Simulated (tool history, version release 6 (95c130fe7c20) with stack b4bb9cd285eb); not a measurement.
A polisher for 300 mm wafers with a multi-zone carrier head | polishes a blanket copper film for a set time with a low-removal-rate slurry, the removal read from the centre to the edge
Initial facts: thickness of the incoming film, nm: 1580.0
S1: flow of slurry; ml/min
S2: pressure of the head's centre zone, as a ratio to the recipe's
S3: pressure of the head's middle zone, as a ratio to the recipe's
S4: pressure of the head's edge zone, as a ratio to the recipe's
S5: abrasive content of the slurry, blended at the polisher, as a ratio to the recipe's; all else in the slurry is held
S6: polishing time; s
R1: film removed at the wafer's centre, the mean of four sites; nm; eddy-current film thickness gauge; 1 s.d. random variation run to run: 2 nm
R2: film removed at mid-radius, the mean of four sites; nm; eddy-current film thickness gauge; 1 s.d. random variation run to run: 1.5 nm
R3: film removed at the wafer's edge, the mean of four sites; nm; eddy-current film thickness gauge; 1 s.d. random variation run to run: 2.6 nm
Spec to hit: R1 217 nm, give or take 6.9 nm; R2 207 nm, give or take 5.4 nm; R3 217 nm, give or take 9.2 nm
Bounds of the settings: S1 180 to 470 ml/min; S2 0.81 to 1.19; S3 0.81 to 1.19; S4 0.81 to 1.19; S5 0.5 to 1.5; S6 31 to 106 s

Run 1, hour 0: S1 300 ml/min, S2 1, S3 1, S4 1, S5 1, S6 68 s. Result: R1 120.22 nm, R2 122.11 nm, R3 119.8 nm.
Run 2, hour 1.5: S1 300 ml/min, S2 1, S3 1, S4 1, S5 0.8, S6 68 s. Result: R1 112.29 nm, R2 115.74 nm, R3 114.32 nm.
Run 3, hour 7.8: S1 300 ml/min, S2 1, S3 1, S4 1.02, S5 0.85, S6 71 s. Result: R1 119.89 nm, R2 122.36 nm, R3 121.64 nm.
Run 4, hour 12.5: S1 300 ml/min, S2 1, S3 1, S4 1.02, S5 0.65, S6 71 s. Result: R1 113.42 nm, R2 115.13 nm, R3 114.83 nm.
At hour 15.6: worn pad replaced by a new one.
Run 5, hour 15.6: S1 300 ml/min, S2 0.96, S3 1, S4 1.02, S5 0.65, S6 71 s. Result: R1 124.94 nm, R2 129.2 nm, R3 129.27 nm.
Run 6, hour 19.5: S1 360 ml/min, S2 0.96, S3 1, S4 1.02, S5 0.65, S6 71 s. Result: R1 124.48 nm, R2 132.23 nm, R3 130.37 nm.
Run 7, hour 24.6: S1 360 ml/min, S2 0.96, S3 1, S4 1.02, S5 0.65, S6 71 s. Result: R1 127.34 nm, R2 132.72 nm, R3 132.11 nm.
Run 8, hour 26.5: S1 370 ml/min, S2 0.96, S3 0.99, S4 1.02, S5 0.7, S6 73 s. Result: R1 130 nm, R2 135.62 nm, R3 134.94 nm.
Run 9, hour 32: S1 370 ml/min, S2 0.97, S3 0.99, S4 1.03, S5 0.75, S6 76 s. Result: R1 139.7 nm, R2 146.85 nm, R3 143.21 nm.
Run 10, hour 36: S1 375 ml/min, S2 0.97, S3 0.97, S4 1.04, S5 0.8, S6 78 s. Result: R1 147.17 nm, R2 147.37 nm, R3 149.9 nm.
Run 11, hour 41.5: S1 380 ml/min, S2 0.97, S3 0.97, S4 1.05, S5 0.85, S6 79 s. Result: R1 150.3 nm, R2 149.8 nm, R3 158.92 nm.
Run 12, hour 50.2: S1 390 ml/min, S2 0.98, S3 0.98, S4 1.05, S5 0.9, S6 81 s. Result: R1 157.25 nm, R2 159.08 nm, R3 161.15 nm.
Run 13, hour 54.3: S1 395 ml/min, S2 0.99, S3 0.98, S4 1.06, S5 0.95, S6 82 s. Result: R1 162.71 nm, R2 163.56 nm, R3 164.94 nm.
Run 14, hour 60.4: S1 400 ml/min, S2 0.99, S3 0.98, S4 1.07, S5 1, S6 83 s. Result: R1 166.93 nm, R2 167.45 nm, R3 174.24 nm.
Run 15, hour 61.9: S1 405 ml/min, S2 1, S3 0.98, S4 1.08, S5 1.05, S6 84 s. Result: R1 170.72 nm, R2 171.08 nm, R3 173.89 nm.

Consider the 4 candidate settings below. Which is the only one whose results all fall within their allowed miss of target?
Run A, hour 63.4: S1 470 ml/min, S2 1.14, S3 0.94, S4 1.06, S5 1.2, S6 100 s. Result: R1 ?, R2 ?, R3 ?.
Run B, hour 63.4: S1 280 ml/min, S2 1.16, S3 0.95, S4 1.06, S5 1.2, S6 105 s. Result: R1 ?, R2 ?, R3 ?.
Run C, hour 63.4: S1 365 ml/min, S2 1.05, S3 0.97, S4 1.08, S5 1.1, S6 95 s. Result: R1 ?, R2 ?, R3 ?.
Run D, hour 63.4: S1 415 ml/min, S2 1.04, S3 0.96, S4 1.08, S5 1, S6 104 s. Result: R1 ?, R2 ?, R3 ?.

move      R1      R2      R3
   A  232.43  203.98  215.39
   B  236.33  207.48  219.15
   C  200.61  191.75  199.14
   D  215.76  205.63  214.99
A: pushes the last run's worst result past its target
B: pushes the last run's worst result past its target
C: closes in on the targets versus the last run, not all within tolerance yet
D: all results in spec
Answer: D

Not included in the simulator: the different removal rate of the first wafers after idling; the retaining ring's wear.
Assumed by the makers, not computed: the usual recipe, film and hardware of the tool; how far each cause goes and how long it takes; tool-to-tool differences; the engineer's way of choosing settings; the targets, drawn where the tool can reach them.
